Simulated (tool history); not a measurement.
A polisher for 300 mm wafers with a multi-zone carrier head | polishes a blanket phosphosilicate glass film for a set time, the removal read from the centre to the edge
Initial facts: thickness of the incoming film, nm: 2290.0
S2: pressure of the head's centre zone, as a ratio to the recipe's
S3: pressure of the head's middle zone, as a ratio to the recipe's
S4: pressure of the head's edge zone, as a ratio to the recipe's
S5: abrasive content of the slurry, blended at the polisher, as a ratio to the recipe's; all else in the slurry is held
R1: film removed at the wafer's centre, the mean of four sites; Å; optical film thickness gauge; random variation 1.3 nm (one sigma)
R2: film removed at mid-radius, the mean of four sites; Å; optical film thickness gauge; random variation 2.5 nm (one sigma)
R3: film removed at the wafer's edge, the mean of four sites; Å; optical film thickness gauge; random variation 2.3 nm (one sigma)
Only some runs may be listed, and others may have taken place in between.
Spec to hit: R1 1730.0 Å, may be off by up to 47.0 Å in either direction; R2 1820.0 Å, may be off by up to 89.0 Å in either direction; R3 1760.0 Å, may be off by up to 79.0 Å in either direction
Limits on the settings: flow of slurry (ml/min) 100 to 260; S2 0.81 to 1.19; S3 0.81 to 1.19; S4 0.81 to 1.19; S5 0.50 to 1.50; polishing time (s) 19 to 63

Run 1, day 0.000: flow of slurry (ml/min) 165, S2 1.00, S3 1.00, S4 1.00, S5 1.00, polishing time (s) 41. Result: R1 2407.8 Å, R2 2333.0 Å, R3 2238.3 Å.
Run 2, day 0.146: flow of slurry (ml/min) 160, S2 0.98, S3 0.99, S4 0.98, S5 0.95, polishing time (s) 41. Result: R1 2267.2 Å, R2 2262.4 Å, R3 2192.7 Å.
Run 3, day 0.300: flow of slurry (ml/min) 160, S2 0.98, S3 0.95, S4 0.98, S5 0.95, polishing time (s) 41. Result: R1 2306.1 Å, R2 2129.1 Å, R3 2164.5 Å.
Run 4, day 0.408: flow of slurry (ml/min) 160, S2 0.97, S3 0.95, S4 0.96, S5 0.90, polishing time (s) 41. Result: R1 2230.9 Å, R2 2064.4 Å, R3 2101.7 Å.
Run 5, day 0.738: flow of slurry (ml/min) 160, S2 0.96, S3 0.96, S4 0.94, S5 0.85, polishing time (s) 41. Result: R1 2167.7 Å, R2 2063.1 Å, R3 2089.2 Å.
Run 6, day 1.079: flow of slurry (ml/min) 160, S2 0.96, S3 0.97, S4 0.93, S5 0.80, polishing time (s) 41. Result: R1 2094.3 Å, R2 2046.8 Å, R3 2029.2 Å.
Run 7, day 1.433: flow of slurry (ml/min) 160, S2 0.95, S3 0.97, S4 0.92, S5 0.75, polishing time (s) 41. Result: R1 2036.7 Å, R2 1922.1 Å, R3 1918.6 Å.
Run 8, day 1.512: flow of slurry (ml/min) 155, S2 0.94, S3 0.98, S4 0.91, S5 0.75, polishing time (s) 41. Result: R1 1984.4 Å, R2 1990.5 Å, R3 1917.5 Å.
At day 1.675: centre zone pressure recalibrated.
Run 9, day 1.675: flow of slurry (ml/min) 120, S2 0.89, S3 0.92, S4 0.85, S5 0.65, polishing time (s) 41. Result: R1 1490.7 Å, R2 1646.6 Å, R3 1667.0 Å.

Which one of the following 4 next-run settings gets every result inside its allowed miss? There is exactly one.
Run A, day 1.838: flow of slurry (ml/min) 140, S2 1.00, S3 1.05, S4 0.81, S5 0.60, polishing time (s) 41. Result: R1 ?, R2 ?, R3 ?.
Run B, day 1.838: flow of slurry (ml/min) 120, S2 0.93, S3 0.94, S4 0.81, S5 0.85, polishing time (s) 40. Result: R1 ?, R2 ?, R3 ?.
Run C, day 1.838: flow of slurry (ml/min) 100, S2 0.91, S3 0.88, S4 0.86, S5 0.70, polishing time (s) 44. Result: R1 ?, R2 ?, R3 ?.
Run D, day 1.838: flow of slurry (ml/min) 125, S2 0.89, S3 0.88, S4 0.81, S5 0.50, polishing time (s) 40. Result: R1 ?, R2 ?, R3 ?.

move      R1      R2      R3
   A  1711.3  1835.2  1623.9
   B  1729.8  1830.2  1800.7
   C  1601.7  1654.9  1792.7
   D  1319.3  1379.9  1430.2
A: the furthest-off result lands on target, but another misses its tolerance
B: hits every target within its allowed miss
C: better than the last run, though not everything is in spec
D: the biggest miss grows against the last run
The move that meets every target is B.
